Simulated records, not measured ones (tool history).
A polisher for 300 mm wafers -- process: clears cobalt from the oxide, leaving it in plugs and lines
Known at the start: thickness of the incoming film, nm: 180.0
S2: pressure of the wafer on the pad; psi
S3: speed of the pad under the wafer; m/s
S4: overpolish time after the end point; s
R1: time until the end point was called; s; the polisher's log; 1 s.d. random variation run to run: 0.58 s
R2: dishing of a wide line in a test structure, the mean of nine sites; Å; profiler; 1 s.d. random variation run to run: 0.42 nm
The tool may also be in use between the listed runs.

run 1 hour=0 | flow_of_slurry_(ml/min)=260 S2=2.4 S3=1.08 S4=21 | R1=22.61 R2=711.44
run 2 hour=5.5 | flow_of_slurry_(ml/min)=260 S2=2.2 S3=1.08 S4=21 | R1=25.151 R2=688.26
run 3 hour=9.4 | flow_of_slurry_(ml/min)=215 S2=2.2 S3=1.08 S4=21 | R1=26.528 R2=691.1
run 4 hour=10 | flow_of_slurry_(ml/min)=215 S2=2.2 S3=0.9 S4=21 | R1=30.468 R2=661.47
run 5 hour=14.5 | flow_of_slurry_(ml/min)=215 S2=2.2 S3=0.9 S4=13 | R1=29.646 R2=507.3
run 6 hour=15.5 | flow_of_slurry_(ml/min)=240 S2=2.1 S3=0.88 S4=11 | R1=33.261 R2=446.41
run 7 hour=16.8 | flow_of_slurry_(ml/min)=250 S2=2.1 S3=0.88 S4=10 | R1=32.288 R2=420.73
run 8 hour=18.8 | flow_of_slurry_(ml/min)=265 S2=2.1 S3=0.88 S4=10 | R1=31.943 R2=424.07
run 9 hour=26.9 | flow_of_slurry_(ml/min)=265 S2=2.1 S3=0.88 S4=10 | R1=31.77 R2=431.53

Run 10, settings as shown, results not yet in. Your forecast:
run 10 hour=34.4 | flow_of_slurry_(ml/min)=260 S2=1.9 S3=0.86 S4=6 | R1=? R2=?

R1: 36.074 s
R2: 265.21 Å

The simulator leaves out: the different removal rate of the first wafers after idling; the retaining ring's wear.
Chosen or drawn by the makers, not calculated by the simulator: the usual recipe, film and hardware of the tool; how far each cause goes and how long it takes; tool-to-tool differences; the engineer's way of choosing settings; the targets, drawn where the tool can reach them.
